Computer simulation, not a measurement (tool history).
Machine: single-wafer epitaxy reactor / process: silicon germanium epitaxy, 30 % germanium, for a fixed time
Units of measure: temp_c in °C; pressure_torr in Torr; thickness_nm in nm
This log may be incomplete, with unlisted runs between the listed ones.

run  hour  temp_c  pressure_torr  thickness_nm
  1   0.0     580           15.8        32.082
  2   8.2     580           18.3        33.779
  3  12.6     580           15.6        31.828
  4  17.1     584           15.7        34.056
  5  21.5     584           14.3        33.004
  6  25.7     588           14.4        35.362
  7  27.1     588           14.4        35.379

What does the tool deliver on the next run?
  8  33.6     591           14.4             ?

Run 8 produced thickness_nm 37.393 nm.
